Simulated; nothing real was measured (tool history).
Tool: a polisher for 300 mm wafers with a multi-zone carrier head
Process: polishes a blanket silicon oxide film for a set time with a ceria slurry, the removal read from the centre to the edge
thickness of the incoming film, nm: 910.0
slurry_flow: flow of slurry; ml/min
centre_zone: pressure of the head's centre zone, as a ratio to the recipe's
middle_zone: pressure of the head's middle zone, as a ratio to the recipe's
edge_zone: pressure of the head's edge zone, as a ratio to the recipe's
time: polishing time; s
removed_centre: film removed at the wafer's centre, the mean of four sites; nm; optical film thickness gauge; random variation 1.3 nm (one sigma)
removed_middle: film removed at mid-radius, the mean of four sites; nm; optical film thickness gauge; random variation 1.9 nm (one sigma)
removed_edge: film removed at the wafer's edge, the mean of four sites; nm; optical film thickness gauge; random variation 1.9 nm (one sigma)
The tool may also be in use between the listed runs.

run	hour	slurry_flow	centre_zone	middle_zone	edge_zone	time	removed_centre	removed_middle	removed_edge
1	0.0	135	1.00	1.00	1.00	51	332.72	331.19	320.95
2	4.9	135	1.00	1.00	0.93	51	337.58	338.82	309.10
3	13.2	120	0.99	0.95	0.93	44	277.25	268.61	258.29
4	19.7	115	0.98	0.92	0.94	39	238.54	234.86	235.91
5	22.3	115	0.95	0.92	0.94	39	231.32	228.42	236.83
6	24.5	135	0.95	0.92	0.94	39	241.00	244.54	234.51

Run 7 comes next. What will it give?
7	33.0	120	0.96	0.89	0.93	35	?	?	?

Run 7 gave removed_centre 214.13 nm, removed_middle 198.23 nm, removed_edge 208.84 nm.
